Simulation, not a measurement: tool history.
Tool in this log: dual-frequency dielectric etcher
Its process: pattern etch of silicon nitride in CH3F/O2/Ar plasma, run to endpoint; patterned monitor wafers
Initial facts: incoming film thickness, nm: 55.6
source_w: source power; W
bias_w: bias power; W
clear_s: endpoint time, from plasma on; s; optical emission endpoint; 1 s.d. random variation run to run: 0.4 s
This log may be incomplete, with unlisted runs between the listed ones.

| run | hour | source_w | bias_w | clear_s |
|---|---|---|---|---|
| 1 | 0 | 330 | 100 | 80.003 |
| 2 | 0.7 | 330 | 109 | 77.838 |
| 3 | 5.5 | 350 | 109 | 75.628 |
| 4 | 13.7 | 350 | 120 | 72.356 |
| 5 | 16.6 | 320 | 120 | 75.921 |
| 6 | 22.7 | 340 | 121 | 73.991 |
| 7 | 26 | 360 | 122 | 71.709 |

Estimate the outcome of run 8 from the log above:
| 8 | 32.2 | 370 | 123 | ? |

{"run 8": {"clear_s": 70.702}}
